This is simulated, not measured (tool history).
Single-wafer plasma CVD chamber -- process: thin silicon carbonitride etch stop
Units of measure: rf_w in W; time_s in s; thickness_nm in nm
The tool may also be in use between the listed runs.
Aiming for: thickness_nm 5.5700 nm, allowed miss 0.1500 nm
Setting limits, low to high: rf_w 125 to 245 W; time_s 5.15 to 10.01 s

{"run": 1, "hour": 0.0, "rf_w": 185, "time_s": 7.58, "thickness_nm": 4.2828}
{"run": 2, "hour": 2.6, "rf_w": 185, "time_s": 6.79, "thickness_nm": 3.8223}
{"run": 3, "hour": 10.4, "rf_w": 185, "time_s": 5.72, "thickness_nm": 3.2389}
{"run": 4, "hour": 13.2, "rf_w": 190, "time_s": 6.25, "thickness_nm": 3.5606}
{"run": 5, "hour": 13.9, "rf_w": 195, "time_s": 6.66, "thickness_nm": 3.8373}
{"run": 6, "hour": 19.7, "rf_w": 195, "time_s": 5.96, "thickness_nm": 3.4229}
{"run": 7, "hour": 21.0, "rf_w": 200, "time_s": 6.43, "thickness_nm": 3.7316}
{"run": 8, "hour": 23.4, "rf_w": 230, "time_s": 7.64, "thickness_nm": 4.6306}

Consider the 4 candidate settings below. Which is the only one whose results all fall within their allowed miss of target?
{"run": "A", "hour": 25.8, "rf_w": 235, "time_s": 9.62, "thickness_nm": "?"}
{"run": "B", "hour": 25.8, "rf_w": 245, "time_s": 8.12, "thickness_nm": "?"}
{"run": "C", "hour": 25.8, "rf_w": 235, "time_s": 9.02, "thickness_nm": "?"}
{"run": "D", "hour": 25.8, "rf_w": 205, "time_s": 6.89, "thickness_nm": "?"}

move=A thickness_nm=5.9337
move=B thickness_nm=5.0805
move=C thickness_nm=5.5636
move=D thickness_nm=4.0530
A: moves the result that the last run missed by most past its target, out the other side
B: nearer than the last run, and not there yet
C: all results in spec
D: its largest miss is bigger than the last run's
C is the move that brings every result within its allowed miss.
